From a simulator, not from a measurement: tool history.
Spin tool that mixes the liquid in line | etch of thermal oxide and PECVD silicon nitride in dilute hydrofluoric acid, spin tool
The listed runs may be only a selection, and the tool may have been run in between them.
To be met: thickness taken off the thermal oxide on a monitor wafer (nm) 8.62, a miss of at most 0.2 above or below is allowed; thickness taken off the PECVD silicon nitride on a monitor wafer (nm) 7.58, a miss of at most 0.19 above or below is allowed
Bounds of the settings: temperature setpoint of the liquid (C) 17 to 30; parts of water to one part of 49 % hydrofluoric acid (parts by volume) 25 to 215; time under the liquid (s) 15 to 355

run  hour  temperature setpoint of the liquid (C)  parts of water to one part of 49 % hydrofluoric acid (parts by volume)  time under the liquid (s)  thickness taken off the thermal oxide on a monitor wafer (nm)  thickness taken off the PECVD silicon nitride on a monitor wafer (nm)
  1     0                                      22                                                                     120                        180                                                         6.2158                                                                 4.8175
  2   0.5                                      23                                                                     115                        180                                                          6.823                                                                 5.3415
  3   2.9                                      25                                                                     115                        180                                                          7.345                                                                 6.0952
  4   7.1                                      25                                                                     115                        120                                                         4.9365                                                                 4.0354
  5  10.3                                      26                                                                     105                        120                                                         5.6396                                                                 4.7624
  6  16.7                                    26.5                                                                      95                        120                                                          6.394                                                                 5.3862
  7  19.9                                      27                                                                      90                        120                                                         7.0066                                                                 5.9712
  8  21.4                                    27.5                                                                      85                        120                                                          7.581                                                                 6.4842
  9  28.5                                      28                                                                      85                        120                                                         7.7919                                                                 6.7682
 10  32.4                                      29                                                                      75                        115                                                         8.9054                                                                 7.7649
 11    37                                      29                                                                      80                        115                                                         8.2691                                                                  7.231

Exercise: of the 4 proposed moves below, exactly one satisfies all targets within the stated allowed misses. Which move is it?
  A  41.6                                      28                                                                     100                        160                                                              ?                                                                      ?
  B  41.6                                    26.5                                                                      70                        115                                                              ?                                                                      ?
  C  41.6                                    26.5                                                                      65                        110                                                              ?                                                                      ?
  D  41.6                                    27.5                                                                      95                        140                                                              ?                                                                      ?

move  thickness taken off the thermal oxide on a monitor wafer (nm)  thickness taken off the PECVD silicon nitride on a monitor wafer (nm)
   A                                                         8.6251                                                                 7.6086
   B                                                         8.7012                                                                 7.0754
   C                                                         9.0249                                                                 7.2822
   D                                                         7.8459                                                                 6.7866
A: meets every target
B: further off than the last run
C: further off than the last run
D: further off than the last run
Answer: A
